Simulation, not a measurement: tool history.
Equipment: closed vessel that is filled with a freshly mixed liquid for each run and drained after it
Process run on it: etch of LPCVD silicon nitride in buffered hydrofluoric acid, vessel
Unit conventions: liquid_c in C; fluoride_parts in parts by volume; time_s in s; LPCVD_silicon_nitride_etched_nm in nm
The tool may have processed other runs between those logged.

run  hour  liquid_c  fluoride_parts  time_s  LPCVD_silicon_nitride_etched_nm
  1   0.0      20.0            24.0     950                           4.6671
  2   6.4      19.5            24.5     950                           4.4631
  3   7.0      23.0            24.5     950                           5.3790
  4  14.0      23.0            18.0     950                           7.0016
  5  16.5      22.0            19.5     945                           6.1122
  6  21.1      21.0            21.0     940                           5.4131

The next listed run, before its measurement:
  7  23.6      20.0            22.0     940                                ?

{"run 7": {"LPCVD_silicon_nitride_etched_nm": 4.9597}}
